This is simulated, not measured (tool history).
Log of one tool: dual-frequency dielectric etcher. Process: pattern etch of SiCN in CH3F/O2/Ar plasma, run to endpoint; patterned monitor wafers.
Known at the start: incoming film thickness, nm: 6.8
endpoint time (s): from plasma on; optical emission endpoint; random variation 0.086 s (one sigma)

run 1 hour=0 | source_power_(kW)=0.3 bias_power_(kW)=0.095 | endpoint_time_(s)=16.413
run 2 hour=7.9 | source_power_(kW)=0.3 bias_power_(kW)=0.085 | endpoint_time_(s)=16.768
run 3 hour=13.3 | source_power_(kW)=0.3 bias_power_(kW)=0.069 | endpoint_time_(s)=17.578
run 4 hour=19.3 | source_power_(kW)=0.33 bias_power_(kW)=0.071 | endpoint_time_(s)=16.806
run 5 hour=21.8 | source_power_(kW)=0.28 bias_power_(kW)=0.071 | endpoint_time_(s)=17.851
run 6 hour=26.6 | source_power_(kW)=0.31 bias_power_(kW)=0.073 | endpoint_time_(s)=17.303
run 7 hour=28.5 | source_power_(kW)=0.34 bias_power_(kW)=0.075 | endpoint_time_(s)=16.402
run 8 hour=35.2 | source_power_(kW)=0.35 bias_power_(kW)=0.076 | endpoint_time_(s)=16.208

The next listed run, before its measurement:
run 9 hour=38.9 | source_power_(kW)=0.36 bias_power_(kW)=0.077 | endpoint_time_(s)=?

{"run 9": {"endpoint time (s)": 15.982}}
